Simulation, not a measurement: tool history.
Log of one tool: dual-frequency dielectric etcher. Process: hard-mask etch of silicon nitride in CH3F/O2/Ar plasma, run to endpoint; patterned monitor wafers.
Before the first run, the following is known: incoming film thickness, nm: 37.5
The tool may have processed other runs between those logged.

run	hour	source power (W)	bias power (W)	endpoint time (s)
1	0	430	53	54.16
2	7.2	400	53	54.589
3	14.1	400	45	59.408
4	19.4	400	41	60.854
5	26.4	450	47	55.225
6	30.4	490	50	52.525
7	33.9	520	53	50.595
8	40.5	520	53	51.27
9	46.4	520	53	51.206

Forecast run 10:
10	55.2	540	56	?

{"run 10": {"endpoint time (s)": 49.39}}

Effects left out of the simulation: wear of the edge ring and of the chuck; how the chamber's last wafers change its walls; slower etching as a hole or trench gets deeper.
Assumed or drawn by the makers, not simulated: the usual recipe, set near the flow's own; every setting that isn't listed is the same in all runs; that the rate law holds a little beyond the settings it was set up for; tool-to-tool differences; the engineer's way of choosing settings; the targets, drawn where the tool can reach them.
